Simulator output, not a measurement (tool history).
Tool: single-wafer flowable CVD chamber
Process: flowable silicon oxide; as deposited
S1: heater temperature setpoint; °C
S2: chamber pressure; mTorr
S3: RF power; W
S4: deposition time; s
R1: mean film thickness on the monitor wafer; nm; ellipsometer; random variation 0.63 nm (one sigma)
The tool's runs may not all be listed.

run	hour	S1	S2	S3	S4	R1
1	0.0	105	1060	1875	411	289.00
2	3.6	115	1060	1875	411	216.11
3	6.0	123	1060	1875	411	173.54
4	12.7	123	1060	1875	392	165.56
5	15.8	118	1060	1875	392	189.11
6	21.1	118	930	1875	392	165.16
7	29.5	115	930	1875	392	179.36
8	30.8	113	930	1875	392	190.07
9	39.8	111	930	1875	392	200.83

What does the tool deliver on the next run?
10	46.8	110	930	1875	392	?

{"run 10": {"R1": 208.19}}

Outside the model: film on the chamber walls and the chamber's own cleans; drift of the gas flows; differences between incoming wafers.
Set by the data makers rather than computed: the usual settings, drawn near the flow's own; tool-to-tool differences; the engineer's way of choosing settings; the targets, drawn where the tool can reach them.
